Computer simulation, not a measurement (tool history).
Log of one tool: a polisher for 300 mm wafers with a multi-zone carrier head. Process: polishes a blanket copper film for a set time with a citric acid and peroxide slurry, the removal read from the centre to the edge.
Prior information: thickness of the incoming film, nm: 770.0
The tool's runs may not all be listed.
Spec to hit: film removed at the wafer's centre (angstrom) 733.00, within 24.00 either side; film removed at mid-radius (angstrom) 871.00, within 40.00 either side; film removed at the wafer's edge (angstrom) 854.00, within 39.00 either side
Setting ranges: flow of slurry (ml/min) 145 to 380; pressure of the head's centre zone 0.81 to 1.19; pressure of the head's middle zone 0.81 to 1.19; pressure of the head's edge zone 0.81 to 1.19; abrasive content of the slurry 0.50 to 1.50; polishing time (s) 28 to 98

run,hour,flow of slurry (ml/min),pressure of the head's centre zone,pressure of the head's middle zone,pressure of the head's edge zone,abrasive content of the slurry,polishing time (s),film removed at the wafer's centre (angstrom),film removed at mid-radius (angstrom),film removed at the wafer's edge (angstrom)
1,0.0,245,1.00,1.00,1.00,1.00,63,1234.00,1256.20,1248.90
2,4.0,240,0.98,1.00,0.99,0.95,61,1186.20,1230.60,1187.10
3,7.0,235,0.96,0.99,1.00,0.95,58,1092.60,1145.90,1152.20
4,12.6,235,0.94,0.99,0.99,0.90,56,1004.40,1087.60,1093.90
5,16.2,235,0.94,0.99,0.99,0.90,65,1162.70,1283.90,1278.50
6,21.8,235,0.94,0.95,0.99,0.90,65,1185.10,1245.80,1269.10
7,27.7,235,0.93,0.95,0.98,0.85,63,1121.60,1168.70,1194.20
8,30.9,235,0.92,0.95,0.97,0.80,61,1051.20,1118.10,1133.00
9,36.3,235,0.91,0.95,0.96,0.75,60,1016.10,1054.30,1105.80
10,37.7,235,0.90,0.97,0.94,0.70,59,961.73,1072.10,1067.60
11,38.4,235,0.89,0.97,0.93,0.65,58,933.10,1042.50,1032.00
12,45.4,235,0.88,0.97,0.92,0.65,57,915.34,1034.90,1015.60
13,47.7,230,0.87,0.97,0.91,0.65,56,877.43,999.88,1002.10

Below are 4 possible settings for the next run. Only one of them brings all results inside the allowed miss of their targets. Which is it?
A,50.0,185,0.86,1.02,0.96,0.55,51,?,?,?
B,50.0,190,0.86,0.96,0.91,0.75,51,?,?,?
C,50.0,185,0.85,0.92,0.88,0.60,47,?,?,?
D,50.0,245,1.16,0.84,0.91,0.50,51,?,?,?

move,film removed at the wafer's centre (angstrom),film removed at mid-radius (angstrom),film removed at the wafer's edge (angstrom)
A,744.35,873.70,876.91
B,795.34,890.02,915.67
C,689.03,755.53,793.90
D,1035.80,769.69,871.47
A: meets every target
B: nearer the targets than the last run, but a result is still out of spec
C: moves the result that the last run missed by most past its target, out the other side
D: misses by more than the last run did
Correct choice: A, which meets every target
